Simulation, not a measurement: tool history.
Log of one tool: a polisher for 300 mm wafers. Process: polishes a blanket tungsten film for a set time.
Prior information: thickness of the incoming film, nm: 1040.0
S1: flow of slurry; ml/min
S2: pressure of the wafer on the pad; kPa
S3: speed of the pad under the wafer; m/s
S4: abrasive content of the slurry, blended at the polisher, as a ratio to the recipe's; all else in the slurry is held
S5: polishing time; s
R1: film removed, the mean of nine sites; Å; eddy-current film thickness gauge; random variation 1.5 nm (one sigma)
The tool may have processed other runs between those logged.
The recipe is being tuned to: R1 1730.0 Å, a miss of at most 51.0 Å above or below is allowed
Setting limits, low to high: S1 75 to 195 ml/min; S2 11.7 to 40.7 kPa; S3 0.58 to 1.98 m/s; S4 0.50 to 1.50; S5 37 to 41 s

| run | hour | S1 | S2 | S3 | S4 | S5 | R1 |
|---|---|---|---|---|---|---|---|
| 1 | 0.0 | 125 | 26.2 | 1.28 | 1.00 | 41 | 2408.2 |
| 2 | 2.7 | 120 | 25.5 | 1.28 | 1.00 | 41 | 2267.0 |
| 3 | 9.7 | 120 | 22.8 | 1.28 | 1.00 | 41 | 2061.9 |
| 4 | 15.2 | 115 | 22.1 | 1.28 | 1.00 | 41 | 1957.9 |
| 5 | 22.2 | 110 | 22.1 | 1.28 | 1.00 | 41 | 2000.5 |
| 6 | 24.3 | 110 | 21.4 | 1.28 | 1.00 | 41 | 1895.7 |
| 7 | 30.9 | 105 | 21.4 | 1.28 | 1.00 | 41 | 1890.4 |
| 8 | 38.0 | 90 | 19.3 | 1.28 | 1.00 | 41 | 1642.2 |
| 9 | 46.9 | 100 | 19.3 | 1.28 | 1.00 | 41 | 1673.5 |
| 10 | 50.0 | 110 | 20.0 | 1.28 | 1.00 | 41 | 1773.0 |

5 next moves are on the table. One of them brings every result within its allowed miss. Which?
| A | 53.1 | 95 | 20.0 | 1.30 | 1.30 | 41 | ? |
| B | 53.1 | 120 | 23.4 | 1.16 | 0.90 | 40 | ? |
| C | 53.1 | 110 | 21.4 | 1.22 | 1.10 | 41 | ? |
| D | 53.1 | 110 | 17.9 | 1.36 | 1.25 | 40 | ? |
| E | 53.1 | 115 | 20.0 | 1.32 | 1.05 | 41 | ? |

| move | R1 |
|---|---|
| A | 1842.4 |
| B | 1839.5 |
| C | 1853.2 |
| D | 1746.9 |
| E | 1877.5 |
A: lands further from the targets than the last run did
B: lands further from the targets than the last run did
C: lands further from the targets than the last run did
D: hits every target within its allowed miss
E: lands further from the targets than the last run did
The right move is D.

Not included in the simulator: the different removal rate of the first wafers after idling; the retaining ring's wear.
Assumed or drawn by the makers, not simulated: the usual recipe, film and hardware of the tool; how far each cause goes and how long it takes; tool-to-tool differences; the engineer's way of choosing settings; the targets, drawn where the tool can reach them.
